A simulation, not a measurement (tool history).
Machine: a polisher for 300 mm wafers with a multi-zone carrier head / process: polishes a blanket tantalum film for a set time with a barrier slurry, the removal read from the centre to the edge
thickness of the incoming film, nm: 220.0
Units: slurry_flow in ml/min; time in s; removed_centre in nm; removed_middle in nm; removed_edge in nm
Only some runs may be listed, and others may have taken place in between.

run,day,slurry_flow,centre_zone,middle_zone,edge_zone,slurry_solids,time,removed_centre,removed_middle,removed_edge
1,0.000,280,1.00,1.00,1.00,1.00,42,86.963,88.476,88.386
2,0.254,280,0.98,0.99,1.03,1.10,43,90.638,90.215,91.266
3,0.400,260,0.95,0.98,1.06,1.05,46,91.463,95.143,100.040
4,0.529,260,0.95,0.98,1.06,1.05,37,74.802,77.387,80.080
5,0.875,260,0.95,0.98,1.03,1.05,37,73.979,76.781,80.322
6,1.171,260,0.95,1.07,1.03,1.05,37,74.153,83.470,79.660
7,1.250,250,0.87,0.97,1.13,1.30,47,88.241,103.140,114.080

Expected results for the next run?
8,1.554,250,0.88,0.96,1.14,1.30,47,?,?,?

removed_centre: 93.497 nm
removed_middle: 101.020 nm
removed_edge: 114.710 nm
